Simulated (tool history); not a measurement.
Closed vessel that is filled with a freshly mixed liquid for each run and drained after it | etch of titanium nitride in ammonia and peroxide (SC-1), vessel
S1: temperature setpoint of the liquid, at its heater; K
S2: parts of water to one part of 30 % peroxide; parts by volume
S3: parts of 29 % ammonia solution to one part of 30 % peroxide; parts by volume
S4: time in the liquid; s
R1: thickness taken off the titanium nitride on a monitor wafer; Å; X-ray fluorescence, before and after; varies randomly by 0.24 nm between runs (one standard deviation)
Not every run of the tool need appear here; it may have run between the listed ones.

Run 1, hour 0: S1 326.15 K, S2 17 parts by volume, S3 0.4 parts by volume, S4 960 s. Result: R1 801.53 Å.
Run 2, hour 7.3: S1 332.15 K, S2 17 parts by volume, S3 0.4 parts by volume, S4 960 s. Result: R1 1211 Å.
Run 3, hour 15.3: S1 338.65 K, S2 17 parts by volume, S3 0.4 parts by volume, S4 960 s. Result: R1 1799 Å.
Run 4, hour 22: S1 341.15 K, S2 17 parts by volume, S3 0.4 parts by volume, S4 960 s. Result: R1 2106.9 Å.
Run 5, hour 23.3: S1 341.15 K, S2 19.5 parts by volume, S3 0.4 parts by volume, S4 960 s. Result: R1 1954.4 Å.
Run 6, hour 24.4: S1 342.15 K, S2 19.5 parts by volume, S3 0.4 parts by volume, S4 960 s. Result: R1 2092.7 Å.
Run 7, hour 32: S1 339.15 K, S2 19.5 parts by volume, S3 0.4 parts by volume, S4 960 s. Result: R1 1738.9 Å.
Run 8, hour 35.6: S1 336.15 K, S2 19.5 parts by volume, S3 0.4 parts by volume, S4 960 s. Result: R1 1422.7 Å.
Run 9, hour 42.9: S1 328.15 K, S2 20 parts by volume, S3 0.4 parts by volume, S4 960 s. Result: R1 826.74 Å.
Run 10, hour 44: S1 326.65 K, S2 20 parts by volume, S3 0.4 parts by volume, S4 960 s. Result: R1 744.19 Å.
Run 11, hour 50.7: S1 325.15 K, S2 20 parts by volume, S3 0.4 parts by volume, S4 960 s. Result: R1 683.38 Å.
Run 12, hour 52.7: S1 324.15 K, S2 20 parts by volume, S3 0.4 parts by volume, S4 960 s. Result: R1 637.34 Å.

Estimate the outcome of run 13 from the log above:
Run 13, hour 54.7: S1 323.15 K, S2 20 parts by volume, S3 0.4 parts by volume, S4 960 s. Result: R1 ?.

Run 13 measured R1 595.02 Å.
